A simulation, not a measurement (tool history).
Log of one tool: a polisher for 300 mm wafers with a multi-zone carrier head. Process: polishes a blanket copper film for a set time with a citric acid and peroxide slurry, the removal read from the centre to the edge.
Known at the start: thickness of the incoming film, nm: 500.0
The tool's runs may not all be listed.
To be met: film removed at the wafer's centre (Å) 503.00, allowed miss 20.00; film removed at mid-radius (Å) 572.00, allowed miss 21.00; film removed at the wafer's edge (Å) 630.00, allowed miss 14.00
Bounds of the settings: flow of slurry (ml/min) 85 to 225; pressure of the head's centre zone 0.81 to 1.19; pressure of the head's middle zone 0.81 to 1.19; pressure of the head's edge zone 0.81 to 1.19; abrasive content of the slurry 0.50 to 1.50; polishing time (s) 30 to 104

| run | hour | flow of slurry (ml/min) | pressure of the head's centre zone | pressure of the head's middle zone | pressure of the head's edge zone | abrasive content of the slurry | polishing time (s) | film removed at the wafer's centre (Å) | film removed at mid-radius (Å) | film removed at the wafer's edge (Å) |
|---|---|---|---|---|---|---|---|---|---|---|
| 1 | 0.0 | 145 | 1.00 | 1.00 | 1.00 | 1.00 | 67 | 892.35 | 889.39 | 934.85 |
| 2 | 3.0 | 130 | 0.94 | 0.97 | 0.97 | 0.85 | 63 | 728.86 | 760.55 | 829.24 |
| 3 | 5.9 | 120 | 0.91 | 0.96 | 0.93 | 0.75 | 60 | 652.03 | 679.94 | 735.11 |
| 4 | 10.1 | 120 | 0.91 | 0.93 | 0.93 | 0.75 | 60 | 640.81 | 665.21 | 736.79 |
| 5 | 15.6 | 110 | 0.88 | 0.93 | 0.91 | 0.65 | 60 | 580.12 | 625.71 | 696.67 |
| 6 | 18.0 | 110 | 0.88 | 0.93 | 0.91 | 0.55 | 60 | 577.15 | 611.36 | 683.69 |
| 7 | 19.6 | 105 | 0.86 | 0.93 | 0.89 | 0.55 | 60 | 547.03 | 590.44 | 661.90 |
| 8 | 23.7 | 100 | 0.85 | 0.94 | 0.88 | 0.55 | 60 | 524.02 | 578.67 | 651.90 |

Which of these 5 next moves meets every target?
| A | 27.8 | 85 | 0.84 | 0.97 | 1.06 | 0.70 | 59 | ? | ? | ? |
| B | 27.8 | 110 | 0.81 | 0.90 | 0.85 | 0.55 | 57 | ? | ? | ? |
| C | 27.8 | 85 | 0.85 | 0.98 | 0.88 | 0.50 | 67 | ? | ? | ? |
| D | 27.8 | 145 | 0.84 | 0.82 | 0.87 | 0.85 | 53 | ? | ? | ? |
| E | 27.8 | 95 | 0.90 | 0.89 | 0.98 | 0.50 | 61 | ? | ? | ? |

| move | film removed at the wafer's centre (Å) | film removed at mid-radius (Å) | film removed at the wafer's edge (Å) |
|---|---|---|---|
| A | 487.28 | 564.28 | 680.84 |
| B | 517.38 | 565.13 | 619.26 |
| C | 530.20 | 613.20 | 671.23 |
| D | 603.67 | 581.86 | 670.55 |
| E | 547.48 | 549.04 | 667.68 |
A: further off than the last run
B: meets every target
C: further off than the last run
D: further off than the last run
E: further off than the last run
The right move is B.

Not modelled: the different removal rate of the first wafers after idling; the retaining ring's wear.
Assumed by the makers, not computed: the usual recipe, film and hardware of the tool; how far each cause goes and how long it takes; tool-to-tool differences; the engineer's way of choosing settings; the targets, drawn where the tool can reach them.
